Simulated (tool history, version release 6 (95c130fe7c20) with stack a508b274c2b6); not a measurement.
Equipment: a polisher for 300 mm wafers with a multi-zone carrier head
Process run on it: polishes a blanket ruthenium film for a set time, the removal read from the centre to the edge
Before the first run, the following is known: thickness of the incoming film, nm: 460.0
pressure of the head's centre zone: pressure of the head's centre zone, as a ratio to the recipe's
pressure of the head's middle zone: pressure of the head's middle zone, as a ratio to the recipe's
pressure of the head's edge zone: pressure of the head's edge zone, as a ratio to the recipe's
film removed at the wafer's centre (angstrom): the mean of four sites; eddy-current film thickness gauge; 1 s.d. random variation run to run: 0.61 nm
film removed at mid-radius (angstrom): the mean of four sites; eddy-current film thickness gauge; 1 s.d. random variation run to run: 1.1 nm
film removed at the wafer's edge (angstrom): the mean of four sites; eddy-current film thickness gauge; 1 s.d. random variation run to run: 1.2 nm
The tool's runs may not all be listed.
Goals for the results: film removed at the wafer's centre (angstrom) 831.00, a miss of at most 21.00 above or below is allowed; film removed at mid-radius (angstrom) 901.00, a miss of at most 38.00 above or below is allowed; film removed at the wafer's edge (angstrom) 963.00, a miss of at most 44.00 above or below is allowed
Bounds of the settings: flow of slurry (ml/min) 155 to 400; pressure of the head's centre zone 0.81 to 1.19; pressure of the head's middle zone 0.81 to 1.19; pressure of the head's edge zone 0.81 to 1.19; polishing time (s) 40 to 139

run,hour,flow of slurry (ml/min),pressure of the head's centre zone,pressure of the head's middle zone,pressure of the head's edge zone,polishing time (s),film removed at the wafer's centre (angstrom),film removed at mid-radius (angstrom),film removed at the wafer's edge (angstrom)
1,0.0,255,1.00,1.00,1.00,89,1043.40,1029.10,1019.90
2,7.4,255,1.00,0.97,1.00,89,1023.40,1000.20,1056.20
3,10.0,255,1.00,0.97,1.07,89,1036.70,1026.60,1098.20
4,15.6,245,0.97,0.96,1.04,88,983.27,959.44,1049.60
5,21.0,235,0.94,0.97,1.04,88,961.13,982.44,1041.00
6,28.9,230,0.91,0.96,1.03,88,913.79,959.34,1040.80
7,37.9,225,0.90,0.96,1.01,88,907.19,957.54,1021.90
8,40.2,220,0.89,0.95,1.00,88,891.04,974.17,1045.90
9,45.4,220,0.89,0.95,1.00,86,873.47,914.61,990.78
10,52.2,215,0.88,0.95,1.00,86,857.08,935.82,986.02
11,57.3,210,0.88,0.94,0.99,86,846.30,920.02,991.56
12,64.5,210,0.88,0.94,0.99,86,860.64,940.55,1018.90

4 next moves are on the table. One of them brings every result within its allowed miss. Which?
A,71.7,200,0.87,0.93,1.00,85,?,?,?
B,71.7,165,0.88,0.91,1.01,93,?,?,?
C,71.7,235,0.89,0.81,0.95,88,?,?,?
D,71.7,315,0.84,1.05,1.09,84,?,?,?

move,film removed at the wafer's centre (angstrom),film removed at mid-radius (angstrom),film removed at the wafer's edge (angstrom)
A,835.37,895.66,952.90
B,903.93,947.92,1032.40
C,899.85,868.30,975.09
D,834.21,993.78,1012.00
A: each result inside its tolerance
B: its largest miss is bigger than the last run's
C: its largest miss is bigger than the last run's
D: gets the furthest-off result to its target, but another result is out of tolerance
So the answer is move A, the one that meets all the targets.
